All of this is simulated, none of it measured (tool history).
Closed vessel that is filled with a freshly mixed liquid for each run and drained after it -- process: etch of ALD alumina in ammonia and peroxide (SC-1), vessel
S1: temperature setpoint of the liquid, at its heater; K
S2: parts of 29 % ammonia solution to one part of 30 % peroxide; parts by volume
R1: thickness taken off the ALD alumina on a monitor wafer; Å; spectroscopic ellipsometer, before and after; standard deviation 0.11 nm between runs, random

{"run": 1, "day": 0.0, "S1": 327.15, "S2": 0.8, "time in the liquid (s)": 390, "R1": 192.04}
{"run": 2, "day": 0.342, "S1": 325.15, "S2": 0.8, "time in the liquid (s)": 390, "R1": 174.49}
{"run": 3, "day": 0.567, "S1": 325.15, "S2": 0.8, "time in the liquid (s)": 390, "R1": 172.87}
{"run": 4, "day": 0.838, "S1": 323.65, "S2": 0.8, "time in the liquid (s)": 390, "R1": 158.32}
{"run": 5, "day": 1.017, "S1": 319.15, "S2": 0.8, "time in the liquid (s)": 390, "R1": 121.83}
{"run": 6, "day": 1.096, "S1": 319.15, "S2": 0.8, "time in the liquid (s)": 280, "R1": 88.922}
{"run": 7, "day": 1.258, "S1": 320.65, "S2": 0.8, "time in the liquid (s)": 280, "R1": 95.718}
{"run": 8, "day": 1.358, "S1": 321.65, "S2": 0.8, "time in the liquid (s)": 280, "R1": 102.45}

What does the tool deliver on the next run?
{"run": 9, "day": 1.683, "S1": 322.65, "S2": 0.8, "time in the liquid (s)": 280, "R1": "?"}

Run 9 came out at R1 106.680 Å.
